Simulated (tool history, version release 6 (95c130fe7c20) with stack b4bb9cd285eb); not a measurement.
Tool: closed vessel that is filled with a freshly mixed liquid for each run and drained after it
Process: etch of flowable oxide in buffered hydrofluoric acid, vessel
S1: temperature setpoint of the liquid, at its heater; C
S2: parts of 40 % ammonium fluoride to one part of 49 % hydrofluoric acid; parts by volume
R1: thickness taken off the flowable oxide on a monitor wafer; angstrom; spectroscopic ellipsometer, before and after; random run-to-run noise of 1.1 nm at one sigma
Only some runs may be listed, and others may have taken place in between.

run 1 hour=0.0 | S1=25.0 S2=15.5 time_in_the_liquid_(s)=105 | R1=1550.9
run 2 hour=6.1 | S1=25.0 S2=12.5 time_in_the_liquid_(s)=105 | R1=1909.3
run 3 hour=13.0 | S1=23.0 S2=13.0 time_in_the_liquid_(s)=105 | R1=1690.8
run 4 hour=18.9 | S1=21.5 S2=13.5 time_in_the_liquid_(s)=105 | R1=1476.0
run 5 hour=25.6 | S1=21.5 S2=13.5 time_in_the_liquid_(s)=105 | R1=1466.6
run 6 hour=34.7 | S1=20.5 S2=13.5 time_in_the_liquid_(s)=105 | R1=1400.0
run 7 hour=40.3 | S1=19.5 S2=13.5 time_in_the_liquid_(s)=105 | R1=1328.8
run 8 hour=41.9 | S1=19.0 S2=13.5 time_in_the_liquid_(s)=105 | R1=1304.5

Run 9 comes next. What will it give?
run 9 hour=47.2 | S1=18.5 S2=13.5 time_in_the_liquid_(s)=105 | R1=?

Run 9 yielded R1 1257.5 angstrom.
